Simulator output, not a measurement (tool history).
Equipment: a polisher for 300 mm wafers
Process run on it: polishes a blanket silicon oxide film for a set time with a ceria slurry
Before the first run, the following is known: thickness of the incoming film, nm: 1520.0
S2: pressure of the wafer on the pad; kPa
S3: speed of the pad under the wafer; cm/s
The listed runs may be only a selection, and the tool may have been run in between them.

run 1 hour=0.0 | flow_of_slurry_(ml/min)=150 S2=17.9 S3=110 polishing_time_(s)=50 | film_removed_(Å)=1958.7
run 2 hour=6.9 | flow_of_slurry_(ml/min)=150 S2=15.9 S3=110 polishing_time_(s)=50 | film_removed_(Å)=1811.1
run 3 hour=13.3 | flow_of_slurry_(ml/min)=150 S2=18.6 S3=110 polishing_time_(s)=50 | film_removed_(Å)=1998.9
run 4 hour=17.2 | flow_of_slurry_(ml/min)=150 S2=18.6 S3=96 polishing_time_(s)=50 | film_removed_(Å)=1796.5
run 5 hour=20.6 | flow_of_slurry_(ml/min)=150 S2=17.9 S3=96 polishing_time_(s)=50 | film_removed_(Å)=1704.8
run 6 hour=26.9 | flow_of_slurry_(ml/min)=150 S2=20.7 S3=96 polishing_time_(s)=50 | film_removed_(Å)=1891.7
run 7 hour=32.4 | flow_of_slurry_(ml/min)=150 S2=20.0 S3=96 polishing_time_(s)=50 | film_removed_(Å)=1837.0
run 8 hour=37.2 | flow_of_slurry_(ml/min)=150 S2=19.3 S3=96 polishing_time_(s)=50 | film_removed_(Å)=1798.2
run 9 hour=45.1 | flow_of_slurry_(ml/min)=150 S2=18.6 S3=96 polishing_time_(s)=50 | film_removed_(Å)=1795.5

Forecast run 10:
-- hour=49.7 slurry nozzle cleaned
run 10 hour=49.7 | flow_of_slurry_(ml/min)=150 S2=17.9 S3=96 polishing_time_(s)=50 | film_removed_(Å)=?

Run 10 produced film removed (Å) 2022.4.

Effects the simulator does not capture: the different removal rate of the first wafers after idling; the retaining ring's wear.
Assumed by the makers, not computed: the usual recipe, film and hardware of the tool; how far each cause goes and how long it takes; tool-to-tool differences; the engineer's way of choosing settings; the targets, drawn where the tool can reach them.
